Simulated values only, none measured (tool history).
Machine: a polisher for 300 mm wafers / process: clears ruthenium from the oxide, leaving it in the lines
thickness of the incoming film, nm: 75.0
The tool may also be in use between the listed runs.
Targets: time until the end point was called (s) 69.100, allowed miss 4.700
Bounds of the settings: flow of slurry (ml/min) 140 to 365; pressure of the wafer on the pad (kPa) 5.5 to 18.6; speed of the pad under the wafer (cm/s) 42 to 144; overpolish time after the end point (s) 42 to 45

run	hour	flow of slurry (ml/min)	pressure of the wafer on the pad (kPa)	speed of the pad under the wafer (cm/s)	overpolish time after the end point (s)	time until the end point was called (s)
1	0.0	235	11.7	92	42	105.800
2	4.2	235	12.4	92	42	102.730
3	10.9	235	12.4	92	45	102.730
4	19.3	235	12.4	80	45	118.790
5	22.3	235	13.1	82	45	105.670
6	28.0	235	13.1	82	45	108.450
7	29.8	235	13.8	82	45	107.910
8	38.3	235	14.5	86	45	96.461
9	45.4	235	15.2	88	45	89.437
10	49.0	235	15.9	88	45	88.563
11	56.1	235	15.9	90	45	84.905
12	61.4	235	15.9	90	45	85.266
13	63.1	235	17.2	94	45	77.212

Next run, 5 choices. One meets every target within its allowed miss, the rest don't. Which?
A	64.8	240	16.5	106	45	?
B	64.8	240	18.6	76	45	?
C	64.8	335	15.9	90	44	?
D	64.8	140	16.5	84	45	?
E	64.8	260	17.9	78	42	?

move	time until the end point was called (s)
A	70.466
B	88.268
C	83.695
D	91.659
E	88.354
A: every result lands within tolerance
B: lands further from the targets than the last run did
C: lands further from the targets than the last run did
D: lands further from the targets than the last run did
E: lands further from the targets than the last run did
A meets every target.

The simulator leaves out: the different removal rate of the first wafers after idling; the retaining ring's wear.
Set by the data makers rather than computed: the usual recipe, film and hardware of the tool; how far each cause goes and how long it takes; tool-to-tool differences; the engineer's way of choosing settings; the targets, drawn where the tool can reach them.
